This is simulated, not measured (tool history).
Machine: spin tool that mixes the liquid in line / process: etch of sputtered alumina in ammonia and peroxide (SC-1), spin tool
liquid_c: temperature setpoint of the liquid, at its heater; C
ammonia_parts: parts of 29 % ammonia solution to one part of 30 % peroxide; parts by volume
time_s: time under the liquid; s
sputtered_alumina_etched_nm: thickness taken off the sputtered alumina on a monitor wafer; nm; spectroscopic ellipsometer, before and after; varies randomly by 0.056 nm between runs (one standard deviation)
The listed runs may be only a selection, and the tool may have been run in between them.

run 1 day=0 | liquid_c=50 ammonia_parts=0.55 time_s=260 | sputtered_alumina_etched_nm=12.04
run 2 day=0.279 | liquid_c=55 ammonia_parts=0.55 time_s=260 | sputtered_alumina_etched_nm=15.932
run 3 day=0.35 | liquid_c=55 ammonia_parts=0.55 time_s=280 | sputtered_alumina_etched_nm=17.325
run 4 day=0.55 | liquid_c=50 ammonia_parts=0.5 time_s=275 | sputtered_alumina_etched_nm=12.862
run 5 day=0.579 | liquid_c=50 ammonia_parts=0.6 time_s=275 | sputtered_alumina_etched_nm=13.054
run 6 day=0.862 | liquid_c=50 ammonia_parts=0.75 time_s=275 | sputtered_alumina_etched_nm=13.075

Run 7 is up next; what results do you expect?
run 7 day=1.138 | liquid_c=46.5 ammonia_parts=0.75 time_s=275 | sputtered_alumina_etched_nm=?

sputtered_alumina_etched_nm: 10.961 nm
